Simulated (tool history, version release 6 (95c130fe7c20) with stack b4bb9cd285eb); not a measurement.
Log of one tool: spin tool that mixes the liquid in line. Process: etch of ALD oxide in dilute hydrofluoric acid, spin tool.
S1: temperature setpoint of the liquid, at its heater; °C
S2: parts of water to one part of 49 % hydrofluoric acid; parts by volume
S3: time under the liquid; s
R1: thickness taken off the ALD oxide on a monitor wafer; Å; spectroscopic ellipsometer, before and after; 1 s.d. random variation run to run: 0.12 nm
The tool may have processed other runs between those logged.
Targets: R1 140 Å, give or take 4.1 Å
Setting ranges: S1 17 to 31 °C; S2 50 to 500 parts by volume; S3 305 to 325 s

Run 1, hour 0: S1 23 °C, S2 275 parts by volume, S3 305 s. Result: R1 116.78 Å.
Run 2, hour 7.6: S1 23.5 °C, S2 275 parts by volume, S3 305 s. Result: R1 119 Å.
Run 3, hour 14.6: S1 23.5 °C, S2 375 parts by volume, S3 305 s. Result: R1 78.904 Å.
Run 4, hour 22.2: S1 20 °C, S2 375 parts by volume, S3 305 s. Result: R1 70.294 Å.
Run 5, hour 30.7: S1 21.5 °C, S2 365 parts by volume, S3 305 s. Result: R1 76.557 Å.
Run 6, hour 37.8: S1 18.5 °C, S2 365 parts by volume, S3 305 s. Result: R1 68.577 Å.
Run 7, hour 46.1: S1 20 °C, S2 355 parts by volume, S3 305 s. Result: R1 74.482 Å.
Run 8, hour 49.4: S1 21.5 °C, S2 345 parts by volume, S3 305 s. Result: R1 82.183 Å.
Run 9, hour 58: S1 22.5 °C, S2 340 parts by volume, S3 305 s. Result: R1 86.927 Å.

Exercise: of the 4 proposed moves below, exactly one satisfies all targets within the stated allowed misses. Which move is it?
Run A, hour 66.6: S1 26 °C, S2 430 parts by volume, S3 305 s. Result: R1 ?.
Run B, hour 66.6: S1 24.5 °C, S2 260 parts by volume, S3 325 s. Result: R1 ?.
Run C, hour 66.6: S1 25 °C, S2 200 parts by volume, S3 325 s. Result: R1 ?.
Run D, hour 66.6: S1 23 °C, S2 205 parts by volume, S3 325 s. Result: R1 ?.

move      R1
   A  69.753
   B  137.68
   C  194.19
   D  175.03
A: moves away from the targets compared with the last run
B: each result inside its tolerance
C: takes the result that was furthest off past its target
D: takes the result that was furthest off past its target
Move B is the one to make.
